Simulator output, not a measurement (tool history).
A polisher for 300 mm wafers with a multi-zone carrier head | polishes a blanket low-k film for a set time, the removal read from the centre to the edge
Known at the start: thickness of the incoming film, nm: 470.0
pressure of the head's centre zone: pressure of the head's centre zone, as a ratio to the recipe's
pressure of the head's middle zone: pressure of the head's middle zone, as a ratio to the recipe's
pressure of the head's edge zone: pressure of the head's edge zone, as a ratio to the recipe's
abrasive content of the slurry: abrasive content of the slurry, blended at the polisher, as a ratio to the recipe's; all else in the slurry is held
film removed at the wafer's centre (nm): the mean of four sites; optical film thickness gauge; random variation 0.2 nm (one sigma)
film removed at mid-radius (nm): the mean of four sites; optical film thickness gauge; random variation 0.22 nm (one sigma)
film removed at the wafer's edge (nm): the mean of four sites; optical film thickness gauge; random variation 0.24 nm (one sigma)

run,day,flow of slurry (ml/min),pressure of the head's centre zone,pressure of the head's middle zone,pressure of the head's edge zone,abrasive content of the slurry,polishing time (s),film removed at the wafer's centre (nm),film removed at mid-radius (nm),film removed at the wafer's edge (nm)
1,0,225,1,1,1,1,52,16.42,16.85,17.059
2,0.308,225,1,1,1,1.1,52,17.269,17.611,17.856
3,0.383,240,1.03,1.04,1.03,1.2,52,18.707,19.108,19.127
4,0.625,255,1.06,1.07,1.04,1.25,52,19.829,20.343,19.583
5,0.738,265,1.09,1.09,1.06,1.3,52,20.613,20.546,20.289
6,1.029,265,1.09,1.02,1.06,1.3,52,21.162,19.625,20.837
7,1.333,275,1.11,1.05,1.06,1.35,53,22.317,21.047,20.908
8,1.554,280,1.12,1.08,1.08,1.4,53,22.792,21.942,21.728
9,1.704,285,1.13,1.1,1.09,1.4,54,23.77,22.508,22.006
# day 1.804: edge zone pressure recalibrated
10,1.804,290,1.13,1.12,1.1,1.4,54,23.438,22.764,21.433
11,1.846,290,1.13,1.12,1.1,1.4,54,23.791,22.6,21.568
12,1.888,290,1.13,1.12,1.1,1.4,54,23.464,23.009,21.008
13,2.242,285,1.13,1.12,1.1,1.4,55,24.184,22.99,21.779
14,2.329,290,1.12,1.12,1.1,1.4,55,23.989,23.171,21.629

Forecast run 15:
15,2.442,280,1.12,1.12,1.09,1.4,56,?,?,?

film removed at the wafer's centre (nm): 24.36
film removed at mid-radius (nm): 23.271
film removed at the wafer's edge (nm): 21.597
